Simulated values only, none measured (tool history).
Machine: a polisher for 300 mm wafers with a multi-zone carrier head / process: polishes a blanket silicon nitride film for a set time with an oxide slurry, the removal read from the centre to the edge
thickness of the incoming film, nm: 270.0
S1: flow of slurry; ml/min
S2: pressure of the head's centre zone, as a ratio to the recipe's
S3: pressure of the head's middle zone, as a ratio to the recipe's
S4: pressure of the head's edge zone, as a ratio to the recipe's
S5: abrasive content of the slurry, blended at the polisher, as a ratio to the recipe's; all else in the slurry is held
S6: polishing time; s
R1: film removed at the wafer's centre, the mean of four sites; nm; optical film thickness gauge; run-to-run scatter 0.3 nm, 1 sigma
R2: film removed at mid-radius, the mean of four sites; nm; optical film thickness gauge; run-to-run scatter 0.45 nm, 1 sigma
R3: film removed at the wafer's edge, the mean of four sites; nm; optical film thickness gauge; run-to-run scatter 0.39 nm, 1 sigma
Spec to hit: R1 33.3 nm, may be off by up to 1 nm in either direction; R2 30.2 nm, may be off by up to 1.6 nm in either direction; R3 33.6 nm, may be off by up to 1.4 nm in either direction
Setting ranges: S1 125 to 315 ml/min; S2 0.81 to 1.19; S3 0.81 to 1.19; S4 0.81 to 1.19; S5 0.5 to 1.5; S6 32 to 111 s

| run | hour | S1 | S2 | S3 | S4 | S5 | S6 | R1 | R2 | R3 |
|---|---|---|---|---|---|---|---|---|---|---|
| 1 | 0 | 205 | 1 | 1 | 1 | 1 | 71 | 54.029 | 60.696 | 60.406 |
| 2 | 3.1 | 205 | 1.01 | 0.96 | 0.98 | 0.85 | 65 | 46.571 | 48.913 | 50.394 |
| 3 | 5 | 205 | 1.01 | 0.93 | 0.95 | 0.75 | 62 | 41.797 | 41.369 | 45.13 |
| 4 | 10.1 | 205 | 1.01 | 0.85 | 0.95 | 0.75 | 62 | 41.382 | 39.168 | 45.192 |
| 5 | 18.7 | 205 | 1.01 | 0.86 | 0.92 | 0.7 | 60 | 38.998 | 38.37 | 41.2 |
| 6 | 24.5 | 205 | 1.01 | 0.86 | 0.92 | 0.7 | 46 | 29.577 | 28.936 | 31.799 |
| 7 | 26.2 | 215 | 1.03 | 0.86 | 0.93 | 0.7 | 46 | 30.686 | 28.941 | 32.513 |
| 8 | 32.9 | 220 | 1.04 | 0.87 | 0.93 | 0.7 | 46 | 30.784 | 29.187 | 32.015 |

Next run, 5 choices. One meets every target within its allowed miss, the rest don't. Which?
| A | 39.6 | 215 | 1.04 | 0.84 | 0.89 | 0.5 | 60 | ? | ? | ? |
| B | 39.6 | 165 | 1.13 | 0.87 | 0.92 | 0.85 | 39 | ? | ? | ? |
| C | 39.6 | 170 | 0.98 | 0.91 | 1.05 | 0.7 | 47 | ? | ? | ? |
| D | 39.6 | 255 | 1.12 | 0.81 | 0.96 | 0.8 | 43 | ? | ? | ? |
| E | 39.6 | 230 | 0.98 | 0.89 | 0.97 | 0.8 | 42 | ? | ? | ? |

| move | R1 | R2 | R3 |
|---|---|---|---|
| A | 33.21 | 30.289 | 33.935 |
| B | 30.215 | 26.059 | 28.98 |
| C | 28.736 | 29.629 | 33.552 |
| D | 33.419 | 27.465 | 32.48 |
| E | 28.248 | 28.558 | 31.623 |
A: each result inside its tolerance
B: further off than the last run
C: further off than the last run
D: brings the result that was furthest off to its target, and leaves another outside
E: further off than the last run
Correct choice: A, which meets every target
